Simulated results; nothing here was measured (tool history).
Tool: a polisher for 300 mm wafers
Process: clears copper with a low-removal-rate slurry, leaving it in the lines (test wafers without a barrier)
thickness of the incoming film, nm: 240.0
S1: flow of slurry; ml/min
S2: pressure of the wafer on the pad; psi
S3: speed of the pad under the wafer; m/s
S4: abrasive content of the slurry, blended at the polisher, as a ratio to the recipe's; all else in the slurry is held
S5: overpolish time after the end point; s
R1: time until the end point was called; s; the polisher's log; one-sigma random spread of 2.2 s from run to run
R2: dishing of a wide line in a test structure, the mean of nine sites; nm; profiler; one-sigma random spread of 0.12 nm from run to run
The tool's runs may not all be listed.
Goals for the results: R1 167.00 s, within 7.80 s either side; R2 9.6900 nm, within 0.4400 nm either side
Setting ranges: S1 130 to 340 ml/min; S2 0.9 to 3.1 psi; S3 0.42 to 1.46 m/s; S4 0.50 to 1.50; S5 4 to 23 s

run  hour   S1   S2    S3    S4  S5      R1       R2
  1   0.0  220  2.0  0.94  1.00  12  125.36  17.3990
  2   2.5  220  1.9  0.94  1.00  11  126.18  15.2700
  3   8.8  220  1.8  0.94  1.00  11  130.64  14.3550
  4  10.6  180  1.8  0.94  1.00  11  136.57  14.4070
  5  13.8  180  1.8  0.94  1.00  13  137.46  17.0220
  6  21.3  180  1.8  0.94  1.00  10  136.27  13.1550
  7  23.6  180  1.7  0.94  1.00  10  144.39  12.8580
  8  27.9  185  1.6  0.94  1.00  10  148.02  11.9890
  9  34.0  185  1.4  0.94  1.00  10  162.65  10.8850

5 next moves are on the table. One of them brings every result within its allowed miss. Which?
  A  40.1  150  1.7  0.78  1.05  10   ?   ?
  B  40.1  185  1.6  0.86  0.90  12   ?   ?
  C  40.1  165  1.5  0.92  1.05  10   ?   ?
  D  40.1  240  1.8  0.64  1.15   9   ?   ?
  E  40.1  160  1.4  0.94  1.00  13   ?   ?

move      R1       R2
   A  161.42  11.2080
   B  163.01  13.1670
   C  157.11  11.4660
   D  165.08   9.9367
   E  166.25  13.8780
A: its largest miss is bigger than the last run's
B: its largest miss is bigger than the last run's
C: its largest miss is bigger than the last run's
D: hits every target within its allowed miss
E: its largest miss is bigger than the last run's
Answer: D

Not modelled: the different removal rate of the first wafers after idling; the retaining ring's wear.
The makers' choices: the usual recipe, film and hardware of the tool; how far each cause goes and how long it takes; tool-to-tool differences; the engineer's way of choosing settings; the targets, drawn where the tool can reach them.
